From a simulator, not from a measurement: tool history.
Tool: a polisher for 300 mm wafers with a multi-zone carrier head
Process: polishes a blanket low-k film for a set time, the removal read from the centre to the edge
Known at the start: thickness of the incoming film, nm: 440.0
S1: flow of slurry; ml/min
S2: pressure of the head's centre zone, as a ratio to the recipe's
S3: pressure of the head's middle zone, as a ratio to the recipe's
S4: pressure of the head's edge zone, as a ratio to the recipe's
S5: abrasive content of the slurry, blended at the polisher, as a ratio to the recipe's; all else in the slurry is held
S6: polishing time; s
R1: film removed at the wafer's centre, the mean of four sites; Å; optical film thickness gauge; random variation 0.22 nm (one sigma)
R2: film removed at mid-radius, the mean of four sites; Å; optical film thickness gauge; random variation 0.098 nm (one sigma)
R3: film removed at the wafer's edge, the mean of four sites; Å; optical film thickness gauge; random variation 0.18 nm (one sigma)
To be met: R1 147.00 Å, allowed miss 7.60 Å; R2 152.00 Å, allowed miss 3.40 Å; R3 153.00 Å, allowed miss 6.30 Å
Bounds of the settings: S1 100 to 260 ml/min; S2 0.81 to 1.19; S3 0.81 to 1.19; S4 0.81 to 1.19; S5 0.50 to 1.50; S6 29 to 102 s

{"run": 1, "hour": 0.0, "S1": 165, "S2": 1.0, "S3": 1.0, "S4": 1.0, "S5": 1.0, "S6": 65, "R1": 221.8, "R2": 217.26, "R3": 213.15}
{"run": 2, "hour": 4.3, "S1": 155, "S2": 0.96, "S3": 0.97, "S4": 0.96, "S5": 0.85, "S6": 65, "R1": 189.61, "R2": 185.95, "R3": 185.45}
{"run": 3, "hour": 10.0, "S1": 145, "S2": 0.92, "S3": 0.95, "S4": 0.92, "S5": 0.85, "S6": 65, "R1": 179.19, "R2": 185.68, "R3": 176.54}
{"run": 4, "hour": 17.7, "S1": 135, "S2": 0.9, "S3": 0.91, "S4": 0.91, "S5": 0.8, "S6": 65, "R1": 172.6, "R2": 169.22, "R3": 172.4}
{"run": 5, "hour": 25.2, "S1": 135, "S2": 0.9, "S3": 0.98, "S4": 0.91, "S5": 0.8, "S6": 65, "R1": 167.26, "R2": 176.54, "R3": 166.96}
{"run": 6, "hour": 30.1, "S1": 125, "S2": 0.88, "S3": 0.95, "S4": 0.9, "S5": 0.8, "S6": 65, "R1": 162.55, "R2": 172.1, "R3": 165.49}
{"run": 7, "hour": 35.1, "S1": 120, "S2": 0.86, "S3": 0.92, "S4": 0.88, "S5": 0.8, "S6": 65, "R1": 156.8, "R2": 166.31, "R3": 162.31}
{"run": 8, "hour": 43.1, "S1": 115, "S2": 0.85, "S3": 0.9, "S4": 0.87, "S5": 0.8, "S6": 65, "R1": 153.14, "R2": 163.48, "R3": 160.01}
{"run": 9, "hour": 52.0, "S1": 110, "S2": 0.85, "S3": 0.88, "S4": 0.86, "S5": 0.8, "S6": 65, "R1": 151.75, "R2": 158.57, "R3": 157.65}
{"run": 10, "hour": 56.2, "S1": 105, "S2": 0.85, "S3": 0.87, "S4": 0.85, "S5": 0.8, "S6": 65, "R1": 151.82, "R2": 156.26, "R3": 156.6}

5 next moves are on the table. One of them brings every result within its allowed miss. Which?
{"run": "A", "hour": 60.4, "S1": 105, "S2": 0.85, "S3": 0.81, "S4": 0.94, "S5": 0.8, "S6": 67, "R1": "?", "R2": "?", "R3": "?"}
{"run": "B", "hour": 60.4, "S1": 110, "S2": 0.9, "S3": 0.89, "S4": 0.83, "S5": 0.95, "S6": 59, "R1": "?", "R2": "?", "R3": "?"}
{"run": "C", "hour": 60.4, "S1": 100, "S2": 0.84, "S3": 0.85, "S4": 0.81, "S5": 0.6, "S6": 85, "R1": "?", "R2": "?", "R3": "?"}
{"run": "D", "hour": 60.4, "S1": 100, "S2": 0.84, "S3": 0.85, "S4": 1.02, "S5": 0.7, "S6": 72, "R1": "?", "R2": "?", "R3": "?"}
{"run": "E", "hour": 60.4, "S1": 115, "S2": 0.81, "S3": 0.92, "S4": 0.81, "S5": 0.65, "S6": 75, "R1": "?", "R2": "?", "R3": "?"}

move=A R1=150.07 R2=153.89 R3=171.52
move=B R1=158.58 R2=164.72 R3=162.38
move=C R1=141.77 R2=151.78 R3=153.60
move=D R1=140.79 R2=150.68 R3=169.65
move=E R1=136.72 R2=158.39 R3=150.54
A: brings the result that was furthest off to its target, and leaves another outside
B: further off than the last run
C: meets every target
D: brings the result that was furthest off to its target, and leaves another outside
E: further off than the last run
Move C is the one to make.
